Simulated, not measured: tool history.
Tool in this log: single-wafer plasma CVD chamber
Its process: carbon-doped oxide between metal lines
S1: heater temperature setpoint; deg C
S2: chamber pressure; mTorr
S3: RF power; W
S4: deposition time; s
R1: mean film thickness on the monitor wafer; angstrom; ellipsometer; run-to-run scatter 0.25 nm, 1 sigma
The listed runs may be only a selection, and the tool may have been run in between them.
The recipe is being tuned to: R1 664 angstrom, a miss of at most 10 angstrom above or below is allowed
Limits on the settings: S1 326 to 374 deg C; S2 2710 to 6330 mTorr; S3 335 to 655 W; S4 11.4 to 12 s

run 1 hour=0 | S1=350 S2=4520 S3=495 S4=12 | R1=593.27
run 2 hour=8.4 | S1=347 S2=4770 S3=500 S4=12 | R1=608.88
run 3 hour=15.6 | S1=344 S2=4930 S3=505 S4=12 | R1=625.21
run 4 hour=19.5 | S1=344 S2=4930 S3=505 S4=11.4 | R1=586.41
run 5 hour=27.2 | S1=344 S2=5630 S3=505 S4=11.4 | R1=602.89
run 6 hour=32.1 | S1=344 S2=5630 S3=550 S4=11.4 | R1=631.75
run 7 hour=35.5 | S1=342 S2=5710 S3=550 S4=11.4 | R1=643.64
run 8 hour=38.4 | S1=341 S2=5750 S3=550 S4=11.4 | R1=643.75
run 9 hour=39.6 | S1=340 S2=5800 S3=550 S4=11.4 | R1=650.18
-- hour=40.6 capacitance manometer re-zeroed and calibrated
run 10 hour=40.6 | S1=339 S2=5820 S3=550 S4=11.4 | R1=652.54

Below are 4 possible settings for the next run. Only one of them brings all results inside the allowed miss of their targets. Which is it?
run A hour=41.6 | S1=335 S2=5870 S3=495 S4=11.6 | R1=?
run B hour=41.6 | S1=347 S2=5910 S3=540 S4=12 | R1=?
run C hour=41.6 | S1=340 S2=6080 S3=510 S4=11.8 | R1=?
run D hour=41.6 | S1=344 S2=6330 S3=530 S4=11.7 | R1=?

move=A R1=637.4
move=B R1=665.22
move=C R1=650.16
move=D R1=652.34
A: further off than the last run
B: in spec on every target
C: further off than the last run
D: roughly where the last run was
Move B is the one to make.
